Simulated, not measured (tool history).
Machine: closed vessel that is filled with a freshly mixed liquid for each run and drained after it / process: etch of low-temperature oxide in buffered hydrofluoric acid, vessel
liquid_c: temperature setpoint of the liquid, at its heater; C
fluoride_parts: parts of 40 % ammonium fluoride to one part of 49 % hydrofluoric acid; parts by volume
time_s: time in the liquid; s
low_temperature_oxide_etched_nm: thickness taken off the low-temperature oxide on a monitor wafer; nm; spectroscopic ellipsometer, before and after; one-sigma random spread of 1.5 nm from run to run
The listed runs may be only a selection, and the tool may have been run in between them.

| run | day | liquid_c | fluoride_parts | time_s | low_temperature_oxide_etched_nm |
|---|---|---|---|---|---|
| 1 | 0.000 | 24.0 | 13.0 | 100 | 373.13 |
| 2 | 0.092 | 24.0 | 11.5 | 100 | 419.44 |
| 3 | 0.375 | 25.0 | 11.5 | 100 | 444.13 |
| 4 | 0.738 | 25.0 | 10.0 | 100 | 507.84 |
| 5 | 1.067 | 23.5 | 10.0 | 100 | 466.03 |
| 6 | 1.371 | 20.5 | 10.0 | 100 | 395.83 |
| 7 | 1.629 | 21.0 | 10.0 | 100 | 407.89 |

What will run 8 give?
| 8 | 1.854 | 22.0 | 10.0 | 100 | ? |

{"run 8": {"low_temperature_oxide_etched_nm": 430.51}}
